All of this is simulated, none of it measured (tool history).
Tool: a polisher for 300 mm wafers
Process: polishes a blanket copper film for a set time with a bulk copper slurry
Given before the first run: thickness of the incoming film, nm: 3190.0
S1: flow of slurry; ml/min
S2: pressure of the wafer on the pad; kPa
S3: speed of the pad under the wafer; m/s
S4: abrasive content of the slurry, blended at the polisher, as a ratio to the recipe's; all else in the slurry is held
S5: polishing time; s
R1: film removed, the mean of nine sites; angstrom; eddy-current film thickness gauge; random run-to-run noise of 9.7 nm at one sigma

| run | hour | S1 | S2 | S3 | S4 | S5 | R1 |
|---|---|---|---|---|---|---|---|
| 1 | 0 | 315 | 19.3 | 1.24 | 1 | 67 | 8532.9 |
| 2 | 3.6 | 315 | 19.3 | 1.12 | 1 | 67 | 7796.8 |
| 3 | 5.7 | 315 | 19.3 | 1.32 | 1 | 67 | 9246.5 |
| 4 | 13.1 | 270 | 19.3 | 1.32 | 1 | 67 | 8816 |
| 5 | 16 | 270 | 19.3 | 1.32 | 1 | 71 | 9363.3 |
| 6 | 21 | 265 | 18.6 | 1.32 | 1 | 71 | 9122.7 |
| 7 | 24.9 | 260 | 17.9 | 1.32 | 1 | 71 | 8666.7 |

For run 8, what comes out?
| 8 | 28.8 | 255 | 17.2 | 1.32 | 1 | 71 | ? |

{"run 8": {"R1": 8476.4}}

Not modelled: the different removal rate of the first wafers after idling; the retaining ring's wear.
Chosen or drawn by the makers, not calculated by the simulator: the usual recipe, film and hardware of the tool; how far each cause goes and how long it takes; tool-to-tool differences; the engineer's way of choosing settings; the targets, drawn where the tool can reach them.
